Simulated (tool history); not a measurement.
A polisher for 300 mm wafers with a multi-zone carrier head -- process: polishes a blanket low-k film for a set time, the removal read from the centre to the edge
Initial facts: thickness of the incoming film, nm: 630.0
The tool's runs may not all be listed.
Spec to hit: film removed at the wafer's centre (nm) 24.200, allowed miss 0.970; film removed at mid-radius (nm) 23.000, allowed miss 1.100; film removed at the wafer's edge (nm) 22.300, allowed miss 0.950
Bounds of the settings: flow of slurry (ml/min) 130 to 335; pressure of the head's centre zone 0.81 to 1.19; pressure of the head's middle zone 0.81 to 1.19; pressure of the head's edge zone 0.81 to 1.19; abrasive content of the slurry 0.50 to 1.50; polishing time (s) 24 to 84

| run | hour | flow of slurry (ml/min) | pressure of the head's centre zone | pressure of the head's middle zone | pressure of the head's edge zone | abrasive content of the slurry | polishing time (s) | film removed at the wafer's centre (nm) | film removed at mid-radius (nm) | film removed at the wafer's edge (nm) |
|---|---|---|---|---|---|---|---|---|---|---|
| 1 | 0.0 | 215 | 1.00 | 1.00 | 1.00 | 1.00 | 54 | 18.826 | 19.367 | 19.202 |
| 2 | 5.5 | 215 | 1.00 | 1.00 | 1.06 | 1.00 | 54 | 18.954 | 19.045 | 19.414 |
| 3 | 10.5 | 220 | 1.01 | 1.01 | 1.06 | 1.05 | 54 | 19.226 | 19.397 | 19.883 |
| 4 | 15.3 | 220 | 0.97 | 1.01 | 1.06 | 1.05 | 54 | 18.523 | 19.968 | 20.352 |
| 5 | 16.9 | 225 | 0.99 | 1.02 | 1.06 | 1.10 | 54 | 19.468 | 20.432 | 20.530 |
| 6 | 22.4 | 225 | 0.99 | 0.99 | 1.06 | 1.10 | 54 | 19.416 | 19.643 | 20.713 |
| 7 | 23.9 | 230 | 1.01 | 1.00 | 1.06 | 1.15 | 54 | 20.384 | 20.062 | 20.514 |
| 8 | 27.4 | 230 | 1.01 | 1.00 | 1.06 | 1.15 | 54 | 19.782 | 19.999 | 20.668 |
| 9 | 35.1 | 230 | 1.03 | 1.01 | 1.06 | 1.20 | 54 | 20.822 | 21.107 | 20.527 |
| 10 | 42.7 | 235 | 1.04 | 1.01 | 1.07 | 1.25 | 54 | 21.546 | 21.240 | 21.384 |
| 11 | 51.5 | 235 | 1.05 | 1.01 | 1.07 | 1.25 | 54 | 21.747 | 21.041 | 21.755 |
| 12 | 56.0 | 235 | 1.06 | 1.02 | 1.07 | 1.25 | 54 | 21.481 | 20.773 | 21.527 |

Which single option among these 4 for the next run brings every result within its allowed miss of target? Just one does.
| A | 60.5 | 275 | 1.07 | 0.99 | 0.95 | 1.30 | 58 | ? | ? | ? |
| B | 60.5 | 205 | 0.98 | 1.14 | 0.90 | 1.30 | 54 | ? | ? | ? |
| C | 60.5 | 210 | 0.87 | 1.09 | 0.96 | 1.50 | 55 | ? | ? | ? |
| D | 60.5 | 235 | 0.92 | 1.02 | 1.19 | 1.05 | 57 | ? | ? | ? |

| move | film removed at the wafer's centre (nm) | film removed at mid-radius (nm) | film removed at the wafer's edge (nm) |
|---|---|---|---|
| A | 24.374 | 23.035 | 22.538 |
| B | 19.976 | 23.340 | 19.878 |
| C | 18.916 | 23.991 | 21.866 |
| D | 18.848 | 21.316 | 22.833 |
A: every result lands within tolerance
B: further off than the last run
C: further off than the last run
D: further off than the last run
Go with A: it meets all targets.
